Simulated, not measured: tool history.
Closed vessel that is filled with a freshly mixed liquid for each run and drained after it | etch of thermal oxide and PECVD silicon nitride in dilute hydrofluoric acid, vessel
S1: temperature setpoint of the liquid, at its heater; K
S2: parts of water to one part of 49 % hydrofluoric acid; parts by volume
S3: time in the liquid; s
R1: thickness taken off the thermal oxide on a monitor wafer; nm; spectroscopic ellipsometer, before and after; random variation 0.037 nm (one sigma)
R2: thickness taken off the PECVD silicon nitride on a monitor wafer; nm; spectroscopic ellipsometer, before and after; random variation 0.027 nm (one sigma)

run 1 hour=0.0 | S1=299.15 S2=120 S3=180 | R1=7.5616 R2=2.9069
run 2 hour=7.5 | S1=299.15 S2=145 S3=180 | R1=6.1129 R2=2.3777
run 3 hour=13.8 | S1=299.15 S2=145 S3=235 | R1=7.9554 R2=3.1113
run 4 hour=15.8 | S1=299.15 S2=175 S3=235 | R1=6.3602 R2=2.5683
run 5 hour=20.0 | S1=302.15 S2=175 S3=235 | R1=7.1098 R2=3.0965
run 6 hour=23.3 | S1=300.65 S2=155 S3=230 | R1=7.6355 R2=3.1138
run 7 hour=32.2 | S1=299.65 S2=140 S3=225 | R1=8.0595 R2=3.1583
run 8 hour=38.6 | S1=298.65 S2=125 S3=220 | R1=8.7199 R2=3.2923

Run 9 comes next. What will it give?
run 9 hour=42.5 | S1=298.15 S2=115 S3=220 | R1=? R2=?

Run 9 gave R1 9.4001 nm, R2 3.4170 nm.
